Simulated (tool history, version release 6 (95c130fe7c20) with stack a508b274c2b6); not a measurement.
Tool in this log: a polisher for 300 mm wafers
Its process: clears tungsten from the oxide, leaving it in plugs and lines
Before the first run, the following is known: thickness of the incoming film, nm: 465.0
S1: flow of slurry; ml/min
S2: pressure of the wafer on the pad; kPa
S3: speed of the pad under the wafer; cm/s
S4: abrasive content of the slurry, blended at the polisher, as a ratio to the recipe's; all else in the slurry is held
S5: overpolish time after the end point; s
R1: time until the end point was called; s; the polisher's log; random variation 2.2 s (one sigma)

run 1 hour=0.0 | S1=245 S2=24.8 S3=86 S4=1.00 S5=2 | R1=119.56
run 2 hour=8.5 | S1=245 S2=24.8 S3=86 S4=1.15 S5=2 | R1=119.15
run 3 hour=11.7 | S1=245 S2=24.8 S3=86 S4=1.30 S5=2 | R1=115.15
run 4 hour=15.8 | S1=305 S2=24.8 S3=86 S4=1.30 S5=2 | R1=111.77
run 5 hour=23.9 | S1=305 S2=23.4 S3=86 S4=1.30 S5=2 | R1=117.08
run 6 hour=26.3 | S1=305 S2=22.8 S3=86 S4=1.30 S5=2 | R1=120.72
run 7 hour=26.9 | S1=305 S2=22.1 S3=86 S4=1.30 S5=2 | R1=125.63

Run 8 comes next. What will it give?
run 8 hour=34.1 | S1=305 S2=22.1 S3=86 S4=1.30 S5=2 | R1=?

{"run 8": {"R1": 120.52}}
